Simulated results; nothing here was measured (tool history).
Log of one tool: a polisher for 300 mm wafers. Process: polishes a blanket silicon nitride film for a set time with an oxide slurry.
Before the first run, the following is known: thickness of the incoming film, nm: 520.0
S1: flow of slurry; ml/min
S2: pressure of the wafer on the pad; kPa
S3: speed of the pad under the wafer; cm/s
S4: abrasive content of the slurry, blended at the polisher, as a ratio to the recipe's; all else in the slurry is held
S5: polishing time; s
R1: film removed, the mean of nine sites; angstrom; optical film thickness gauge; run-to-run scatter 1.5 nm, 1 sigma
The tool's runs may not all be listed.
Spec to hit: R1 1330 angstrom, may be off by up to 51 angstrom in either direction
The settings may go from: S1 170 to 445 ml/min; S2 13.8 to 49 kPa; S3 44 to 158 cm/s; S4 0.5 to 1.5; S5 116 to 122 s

run,hour,S1,S2,S3,S4,S5,R1
1,0,285,31,100,1,116,944.24
2,7.8,285,31,86,1,116,832.69
3,10.8,285,33.8,86,1,116,924.08
4,17.2,285,33.8,68,1,116,759.72
5,21.3,285,33.8,68,0.9,116,716.59
6,24.7,325,33.8,68,0.9,116,720.8
7,26.1,325,37.2,70,0.9,116,818.78
8,27.7,325,40,72,0.9,116,887.73
9,33.3,325,42.1,76,0.9,116,960
10,38.5,325,43.4,80,0.9,116,1052.7
11,47.4,325,44.8,82,0.9,116,1090.7
12,49.5,325,45.5,84,0.9,116,1131.7
13,54.5,325,46.2,86,0.9,116,1192.2
14,56,325,46.9,86,0.9,116,1192
15,56.9,325,47.6,88,0.9,116,1220.9
16,63.7,325,47.6,90,0.9,116,1251.8
17,65,325,47.6,90,0.9,116,1223.7
18,66.1,325,47.6,92,0.9,116,1261.9

Which one of the following 4 next-run settings gets every result inside its allowed miss? There is exactly one.
A,67.2,325,46.9,82,0.9,116,?
B,67.2,280,49,82,0.8,122,?
C,67.2,230,46.2,84,1.05,116,?
D,67.2,275,49,92,0.85,122,?

move,R1
A,1140.7
B,1157.7
C,1189.6
D,1308.9
A: moves away from the targets compared with the last run
B: moves away from the targets compared with the last run
C: moves away from the targets compared with the last run
D: in spec on every target
D meets every target.
